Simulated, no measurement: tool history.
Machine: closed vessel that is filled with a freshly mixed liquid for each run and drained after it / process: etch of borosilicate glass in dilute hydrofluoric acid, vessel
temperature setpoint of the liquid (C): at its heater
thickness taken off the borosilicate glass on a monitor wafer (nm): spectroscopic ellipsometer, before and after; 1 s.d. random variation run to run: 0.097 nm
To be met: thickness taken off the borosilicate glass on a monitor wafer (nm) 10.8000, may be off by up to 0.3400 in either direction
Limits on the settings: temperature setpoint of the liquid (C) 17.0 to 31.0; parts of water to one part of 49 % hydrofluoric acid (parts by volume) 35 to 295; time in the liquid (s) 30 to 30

run	hour	temperature setpoint of the liquid (C)	parts of water to one part of 49 % hydrofluoric acid (parts by volume)	time in the liquid (s)	thickness taken off the borosilicate glass on a monitor wafer (nm)
1	0.0	23.0	165	30	6.4576
2	2.7	25.5	155	30	7.6656
3	8.9	27.0	150	30	8.4423
4	15.8	28.0	145	30	8.9288
# hour 19.1: hydrofluoric acid flow meter replaced
5	19.1	28.0	145	30	8.3093
6	20.9	28.0	200	30	5.5943
7	24.7	31.0	135	30	9.9035
8	25.6	31.0	120	30	11.3700
9	29.1	30.5	120	30	11.4400

4 next moves are on the table. One of them brings every result within its allowed miss. Which?
A	32.6	25.0	95	30	?
B	32.6	29.5	120	30	?
C	32.6	31.0	120	30	?
D	32.6	25.5	100	30	?

move	thickness taken off the borosilicate glass on a monitor wafer (nm)
A	12.0210
B	10.9380
C	11.5580
D	11.5720
A: further off than the last run
B: meets every target
C: further off than the last run
D: further off than the last run
So the answer is move B, the one that meets all the targets.

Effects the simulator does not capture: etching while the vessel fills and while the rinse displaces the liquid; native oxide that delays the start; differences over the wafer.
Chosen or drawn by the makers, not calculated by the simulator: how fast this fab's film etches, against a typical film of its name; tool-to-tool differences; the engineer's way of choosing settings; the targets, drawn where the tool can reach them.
